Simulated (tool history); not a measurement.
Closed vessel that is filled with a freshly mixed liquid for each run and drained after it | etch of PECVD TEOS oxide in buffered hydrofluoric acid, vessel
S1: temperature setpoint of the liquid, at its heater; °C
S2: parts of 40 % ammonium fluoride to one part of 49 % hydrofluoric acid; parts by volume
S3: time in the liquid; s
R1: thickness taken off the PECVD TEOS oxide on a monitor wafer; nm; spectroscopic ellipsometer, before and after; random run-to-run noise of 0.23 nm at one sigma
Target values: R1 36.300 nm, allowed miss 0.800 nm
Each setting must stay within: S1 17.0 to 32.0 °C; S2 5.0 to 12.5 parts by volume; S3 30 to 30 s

run	hour	S1	S2	S3	R1
1	0.0	25.0	7.5	30	56.575
2	7.3	25.0	7.5	30	56.715
3	15.7	25.0	7.5	30	57.698
4	18.9	25.0	8.5	30	49.341
5	24.8	24.0	8.5	30	46.349
6	27.7	22.0	8.5	30	42.440
7	35.2	21.5	8.5	30	40.871
8	39.2	21.0	8.5	30	40.251
9	43.8	20.5	8.5	30	38.575
10	48.6	20.0	8.5	30	37.305

Of the 4 settings listed for the next run, only one would bring every result within its allowed miss of target. Which one?
A	53.4	18.5	8.5	30	?
B	53.4	17.0	7.5	30	?
C	53.4	20.5	8.5	30	?
D	53.4	21.5	9.0	30	?

move	R1
A	34.623
B	36.414
C	38.737
D	38.486
A: the result that was furthest off in the last run now lies on the other side of its target
B: hits every target within its allowed miss
C: further off than the last run
D: further off than the last run
B is the move that brings every result within its allowed miss.
